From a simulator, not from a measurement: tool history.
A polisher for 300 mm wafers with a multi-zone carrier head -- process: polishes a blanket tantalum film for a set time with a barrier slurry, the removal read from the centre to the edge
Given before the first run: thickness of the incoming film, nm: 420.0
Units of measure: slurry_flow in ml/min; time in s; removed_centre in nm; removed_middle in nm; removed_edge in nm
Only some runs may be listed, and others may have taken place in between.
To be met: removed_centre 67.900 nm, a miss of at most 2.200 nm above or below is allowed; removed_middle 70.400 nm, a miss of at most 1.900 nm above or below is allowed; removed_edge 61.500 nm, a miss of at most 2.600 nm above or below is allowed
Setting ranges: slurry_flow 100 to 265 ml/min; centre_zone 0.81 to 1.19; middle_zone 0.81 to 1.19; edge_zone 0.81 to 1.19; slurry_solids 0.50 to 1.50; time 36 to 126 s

run    day  slurry_flow  centre_zone  middle_zone  edge_zone  slurry_solids  time  removed_centre  removed_middle  removed_edge
  1  0.000          170         1.00         1.00       1.00           1.00    81         131.750         136.350       140.370
  2  0.042          170         1.00         1.00       1.00           1.00    62         101.690         102.020       102.640
  3  0.142          170         1.00         1.00       1.00           0.90    62          98.060         100.600       102.510
  4  0.429          170         1.00         1.00       1.00           0.90    74         118.700         122.430       123.260
  5  0.650          170         1.00         1.06       1.00           0.90    74         119.160         125.490       124.260
  6  0.692          170         1.07         1.06       1.00           0.90    74         126.670         124.790       126.180
  7  0.996          180         1.05         1.05       0.96           0.80    67         110.120         110.610       107.290
  8  1.067          190         1.04         1.03       0.93           0.75    62          99.622          98.144        96.446
  9  1.146          195         1.04         1.05       0.91           0.70    58          90.937          93.034        89.118
 10  1.208          175         1.14         1.12       0.81           0.50    36          56.747          54.347        46.953
 11  1.542          190         1.13         1.13       0.84           0.50    36          56.067          55.705        48.350

Below are 5 possible settings for the next run. Only one of them brings all results inside the allowed miss of their targets. Which is it?
  A  1.875          245         0.98         1.05       0.91           0.50    44               ?               ?             ?
  B  1.875          160         1.16         1.14       0.84           0.60    41               ?               ?             ?
  C  1.875          175         1.06         1.15       0.81           0.50    43               ?               ?             ?
  D  1.875          230         1.01         1.16       0.90           0.50    44               ?               ?             ?
  E  1.875          225         1.08         1.13       0.87           0.50    45               ?               ?             ?

move  removed_centre  removed_middle  removed_edge
   A          61.851          66.160        62.005
   B          68.096          65.032        56.454
   C          62.889          66.091        55.952
   D          63.347          70.055        61.333
   E          69.127          70.260        61.680
A: nearer the targets than the last run, but a result is still out of spec
B: nearer the targets than the last run, but a result is still out of spec
C: nearer the targets than the last run, but a result is still out of spec
D: meets the target for the result that was furthest off, but another lies outside its allowed miss
E: meets every target
So the answer is move E, the one that meets all the targets.
